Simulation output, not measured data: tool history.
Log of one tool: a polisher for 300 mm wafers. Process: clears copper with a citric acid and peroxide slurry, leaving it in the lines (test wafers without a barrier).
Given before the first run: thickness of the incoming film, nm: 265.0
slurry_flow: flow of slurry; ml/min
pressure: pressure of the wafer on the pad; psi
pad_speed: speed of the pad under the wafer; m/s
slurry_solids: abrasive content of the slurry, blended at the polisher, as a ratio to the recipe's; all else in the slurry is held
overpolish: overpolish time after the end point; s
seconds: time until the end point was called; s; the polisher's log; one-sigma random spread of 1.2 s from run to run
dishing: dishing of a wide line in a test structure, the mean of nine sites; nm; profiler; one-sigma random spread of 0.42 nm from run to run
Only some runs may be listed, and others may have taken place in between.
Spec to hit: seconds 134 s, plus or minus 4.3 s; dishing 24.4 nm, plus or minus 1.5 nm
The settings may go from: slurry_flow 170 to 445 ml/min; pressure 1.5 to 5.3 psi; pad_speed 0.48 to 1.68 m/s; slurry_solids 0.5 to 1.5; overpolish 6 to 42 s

Run 1, hour 0: slurry_flow 285 ml/min, pressure 3.4 psi, pad_speed 1.08 m/s, slurry_solids 1, overpolish 21 s. Result: seconds 94.74 s, dishing 28.756 nm.
Run 2, hour 5.1: slurry_flow 285 ml/min, pressure 3.4 psi, pad_speed 1.08 m/s, slurry_solids 1, overpolish 13 s. Result: seconds 94.404 s, dishing 20.459 nm.
Run 3, hour 9.7: slurry_flow 285 ml/min, pressure 3.4 psi, pad_speed 1.08 m/s, slurry_solids 1.1, overpolish 13 s. Result: seconds 92.819 s, dishing 20.942 nm.
Run 4, hour 12: slurry_flow 285 ml/min, pressure 3.4 psi, pad_speed 0.94 m/s, slurry_solids 1.1, overpolish 13 s. Result: seconds 100.63 s, dishing 19.132 nm.
Run 5, hour 17.5: slurry_flow 280 ml/min, pressure 3.3 psi, pad_speed 0.94 m/s, slurry_solids 1.1, overpolish 15 s. Result: seconds 105.81 s, dishing 20.967 nm.
Run 6, hour 26.4: slurry_flow 230 ml/min, pressure 3.3 psi, pad_speed 0.94 m/s, slurry_solids 1.1, overpolish 15 s. Result: seconds 107.12 s, dishing 21.087 nm.
Run 7, hour 31.1: slurry_flow 230 ml/min, pressure 3.2 psi, pad_speed 0.94 m/s, slurry_solids 1.1, overpolish 16 s. Result: seconds 108.17 s, dishing 21.123 nm.
Run 8, hour 35.5: slurry_flow 230 ml/min, pressure 3.1 psi, pad_speed 0.94 m/s, slurry_solids 1.1, overpolish 17 s. Result: seconds 113.15 s, dishing 21.84 nm.
Run 9, hour 41.9: slurry_flow 230 ml/min, pressure 3 psi, pad_speed 0.94 m/s, slurry_solids 1.1, overpolish 18 s. Result: seconds 117.21 s, dishing 22.423 nm.
Run 10, hour 42.6: slurry_flow 230 ml/min, pressure 3 psi, pad_speed 0.94 m/s, slurry_solids 1.1, overpolish 18 s. Result: seconds 118.1 s, dishing 22.271 nm.
Run 11, hour 47.2: slurry_flow 230 ml/min, pressure 2.9 psi, pad_speed 0.94 m/s, slurry_solids 1.1, overpolish 19 s. Result: seconds 120.97 s, dishing 21.879 nm.
Run 12, hour 48.2: slurry_flow 230 ml/min, pressure 2.9 psi, pad_speed 0.94 m/s, slurry_solids 1.1, overpolish 20 s. Result: seconds 122.36 s, dishing 23.27 nm.

4 candidate next runs follow, results not yet known. Just one meets every target within its allowed miss. Identify it.
Run A, hour 49.2: slurry_flow 245 ml/min, pressure 3.1 psi, pad_speed 0.9 m/s, slurry_solids 1.3, overpolish 18 s. Result: seconds ?, dishing ?.
Run B, hour 49.2: slurry_flow 225 ml/min, pressure 2.7 psi, pad_speed 0.92 m/s, slurry_solids 1.1, overpolish 19 s. Result: seconds ?, dishing ?.
Run C, hour 49.2: slurry_flow 245 ml/min, pressure 3.1 psi, pad_speed 0.86 m/s, slurry_solids 1.25, overpolish 20 s. Result: seconds ?, dishing ?.
Run D, hour 49.2: slurry_flow 270 ml/min, pressure 2.6 psi, pad_speed 0.94 m/s, slurry_solids 1.05, overpolish 23 s. Result: seconds ?, dishing ?.

move  seconds  dishing
   A   111.11   22.946
   B   132.34    20.83
   C   115.33   24.141
   D   134.11   23.777
A: moves away from the targets compared with the last run
B: meets the target for the result that was furthest off, but another lies outside its allowed miss
C: moves away from the targets compared with the last run
D: every result lands within tolerance
The right move is D.
